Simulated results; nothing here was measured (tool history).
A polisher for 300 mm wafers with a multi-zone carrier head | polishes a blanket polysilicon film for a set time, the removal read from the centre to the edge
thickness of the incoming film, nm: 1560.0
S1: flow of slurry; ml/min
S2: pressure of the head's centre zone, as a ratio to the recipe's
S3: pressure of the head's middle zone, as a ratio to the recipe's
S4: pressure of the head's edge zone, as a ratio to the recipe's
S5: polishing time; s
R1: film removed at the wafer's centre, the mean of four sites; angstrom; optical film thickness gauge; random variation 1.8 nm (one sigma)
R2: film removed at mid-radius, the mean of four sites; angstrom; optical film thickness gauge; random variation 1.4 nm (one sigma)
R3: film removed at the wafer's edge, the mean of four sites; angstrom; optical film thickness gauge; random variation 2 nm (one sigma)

run 1 hour=0.0 | S1=160 S2=1.00 S3=1.00 S4=1.00 S5=42 | R1=3281.3 R2=3356.3 R3=3284.8
run 2 hour=2.6 | S1=160 S2=1.00 S3=0.99 S4=0.98 S5=40 | R1=3122.0 R2=3132.6 R3=3110.0
run 3 hour=5.3 | S1=160 S2=1.01 S3=0.98 S4=0.97 S5=38 | R1=2978.8 R2=2927.1 R3=2982.5
run 4 hour=10.5 | S1=160 S2=1.07 S3=0.98 S4=0.97 S5=38 | R1=3184.4 R2=2931.5 R3=2946.5
-- hour=18.0 worn pad replaced by a new one
run 5 hour=18.0 | S1=160 S2=1.07 S3=0.98 S4=0.96 S5=36 | R1=3234.9 R2=2995.6 R3=2959.1
run 6 hour=26.6 | S1=155 S2=1.07 S3=0.97 S4=0.94 S5=34 | R1=3062.4 R2=2761.2 R3=2786.1
run 7 hour=31.0 | S1=160 S2=1.03 S3=0.95 S4=0.84 S5=22 | R1=1878.5 R2=1728.3 R3=1723.1
run 8 hour=36.5 | S1=165 S2=1.03 S3=0.95 S4=0.85 S5=22 | R1=1879.9 R2=1754.9 R3=1746.1
run 9 hour=43.3 | S1=165 S2=1.04 S3=0.95 S4=0.85 S5=22 | R1=1901.2 R2=1767.8 R3=1722.1
run 10 hour=50.7 | S1=165 S2=1.04 S3=0.95 S4=0.86 S5=22 | R1=1896.4 R2=1768.8 R3=1782.1
run 11 hour=51.9 | S1=165 S2=1.05 S3=0.95 S4=0.86 S5=22 | R1=1891.3 R2=1754.3 R3=1767.1
run 12 hour=56.2 | S1=165 S2=1.06 S3=0.95 S4=0.86 S5=22 | R1=1940.7 R2=1766.7 R3=1744.1

Forecast run 13:
run 13 hour=56.8 | S1=165 S2=1.06 S3=0.95 S4=0.87 S5=22 | R1=? R2=? R3=?

R1: 1947.4 angstrom
R2: 1766.9 angstrom
R3: 1757.2 angstrom

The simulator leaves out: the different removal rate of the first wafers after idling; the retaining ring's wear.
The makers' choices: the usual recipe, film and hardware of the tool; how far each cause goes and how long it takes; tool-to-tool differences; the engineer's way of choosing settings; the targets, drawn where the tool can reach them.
